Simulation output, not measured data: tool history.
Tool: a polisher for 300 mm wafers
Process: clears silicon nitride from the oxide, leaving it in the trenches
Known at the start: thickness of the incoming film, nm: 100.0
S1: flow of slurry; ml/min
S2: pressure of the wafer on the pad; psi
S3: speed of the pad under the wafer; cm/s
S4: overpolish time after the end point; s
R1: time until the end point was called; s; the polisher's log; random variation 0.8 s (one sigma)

run 1 hour=0.0 | S1=305 S2=3.2 S3=106 S4=19 | R1=78.761
run 2 hour=1.7 | S1=305 S2=3.9 S3=106 S4=19 | R1=65.241
run 3 hour=4.9 | S1=305 S2=3.4 S3=106 S4=19 | R1=74.456
run 4 hour=5.5 | S1=305 S2=3.1 S3=106 S4=19 | R1=81.477
run 5 hour=8.2 | S1=305 S2=2.9 S3=106 S4=19 | R1=87.986
run 6 hour=15.6 | S1=380 S2=2.9 S3=106 S4=19 | R1=86.004

The next listed run, before its measurement:
run 7 hour=21.4 | S1=380 S2=2.7 S3=106 S4=19 | R1=?

R1: 91.210 s
